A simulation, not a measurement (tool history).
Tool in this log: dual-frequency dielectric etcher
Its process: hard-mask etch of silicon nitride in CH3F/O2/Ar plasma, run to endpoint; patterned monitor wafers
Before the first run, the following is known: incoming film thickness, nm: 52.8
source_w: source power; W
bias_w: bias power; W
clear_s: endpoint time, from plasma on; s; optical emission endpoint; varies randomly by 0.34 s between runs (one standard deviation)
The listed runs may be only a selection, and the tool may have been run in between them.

run,hour,source_w,bias_w,clear_s
1,0,470,75,73.008
2,1.7,490,76,72.915
3,7.4,410,76,77.309
4,15.3,440,77,74.91
5,18.5,470,77,73.359
6,25.8,490,78,72.197

What will run 7 give?
7,28.5,510,79,?

clear_s: 70.444 s
